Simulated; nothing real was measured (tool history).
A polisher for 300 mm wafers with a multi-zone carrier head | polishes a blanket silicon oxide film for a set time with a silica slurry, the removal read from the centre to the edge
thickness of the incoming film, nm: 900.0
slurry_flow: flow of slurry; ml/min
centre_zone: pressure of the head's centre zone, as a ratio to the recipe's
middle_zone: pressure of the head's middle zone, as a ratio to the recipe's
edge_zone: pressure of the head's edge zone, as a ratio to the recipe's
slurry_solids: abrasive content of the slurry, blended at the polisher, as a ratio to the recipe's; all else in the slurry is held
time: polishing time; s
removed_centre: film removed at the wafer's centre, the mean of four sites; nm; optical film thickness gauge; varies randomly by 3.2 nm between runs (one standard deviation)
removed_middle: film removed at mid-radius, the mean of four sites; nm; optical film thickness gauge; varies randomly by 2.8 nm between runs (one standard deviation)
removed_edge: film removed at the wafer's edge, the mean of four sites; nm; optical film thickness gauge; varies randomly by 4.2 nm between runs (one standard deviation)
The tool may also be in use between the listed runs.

run 1 day=0.000 | slurry_flow=165 centre_zone=1.00 middle_zone=1.00 edge_zone=1.00 slurry_solids=1.00 time=80 | removed_centre=230.76 removed_middle=225.06 removed_edge=226.88
run 2 day=0.071 | slurry_flow=165 centre_zone=1.00 middle_zone=1.08 edge_zone=1.00 slurry_solids=1.00 time=80 | removed_centre=228.51 removed_middle=240.99 removed_edge=223.09
run 3 day=0.162 | slurry_flow=175 centre_zone=1.03 middle_zone=1.06 edge_zone=1.05 slurry_solids=1.15 time=81 | removed_centre=255.04 removed_middle=257.59 removed_edge=250.74
run 4 day=0.233 | slurry_flow=175 centre_zone=1.03 middle_zone=1.06 edge_zone=1.05 slurry_solids=0.95 time=81 | removed_centre=240.45 removed_middle=234.92 removed_edge=229.94
run 5 day=0.504 | slurry_flow=175 centre_zone=1.03 middle_zone=1.06 edge_zone=1.11 slurry_solids=0.95 time=81 | removed_centre=236.61 removed_middle=236.72 removed_edge=235.31
run 6 day=0.658 | slurry_flow=215 centre_zone=1.03 middle_zone=1.06 edge_zone=1.11 slurry_solids=0.95 time=81 | removed_centre=246.02 removed_middle=248.93 removed_edge=241.86

Forecast run 7:
run 7 day=0.683 | slurry_flow=215 centre_zone=1.06 middle_zone=1.04 edge_zone=1.13 slurry_solids=1.10 time=82 | removed_centre=? removed_middle=? removed_edge=?

{"run 7": {"removed_centre": 272.61, "removed_middle": 262.68, "removed_edge": 265.17}}
